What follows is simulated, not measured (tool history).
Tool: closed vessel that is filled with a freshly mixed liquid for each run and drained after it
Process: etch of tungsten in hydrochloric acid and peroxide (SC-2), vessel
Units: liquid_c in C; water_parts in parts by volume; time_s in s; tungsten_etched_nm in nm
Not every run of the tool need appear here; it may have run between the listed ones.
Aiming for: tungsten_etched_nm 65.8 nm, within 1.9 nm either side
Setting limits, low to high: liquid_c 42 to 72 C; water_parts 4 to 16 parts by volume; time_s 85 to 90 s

run	hour	liquid_c	water_parts	time_s	tungsten_etched_nm
1	0	58	9	85	40.826
2	7.1	58	9	85	40.323
3	14.7	60	9	85	45.848
4	20.5	60	7	85	56.888
5	22.6	60	9	85	46.617
6	29.9	60	11	85	38.597
7	38.5	60	11	85	39.136
8	47.6	62	11	85	44.099
9	53.4	69.5	11	85	69.415
10	55.4	69	11	85	68.394

Exercise: of the 5 proposed moves below, exactly one satisfies all targets within the stated allowed misses. Which move is it?
A	57.4	68.5	12	85	?
B	57.4	68	11.5	85	?
C	57.4	68	10.5	85	?
D	57.4	64	8.5	85	?
E	57.4	71	14	85	?

move	tungsten_etched_nm
A	60.789
B	61.185
C	66.08
D	61.749
E	61.678
A: takes the result that was furthest off past its target
B: takes the result that was furthest off past its target
C: all results land within tolerance of their targets
D: takes the result that was furthest off past its target
E: takes the result that was furthest off past its target
C meets every target.

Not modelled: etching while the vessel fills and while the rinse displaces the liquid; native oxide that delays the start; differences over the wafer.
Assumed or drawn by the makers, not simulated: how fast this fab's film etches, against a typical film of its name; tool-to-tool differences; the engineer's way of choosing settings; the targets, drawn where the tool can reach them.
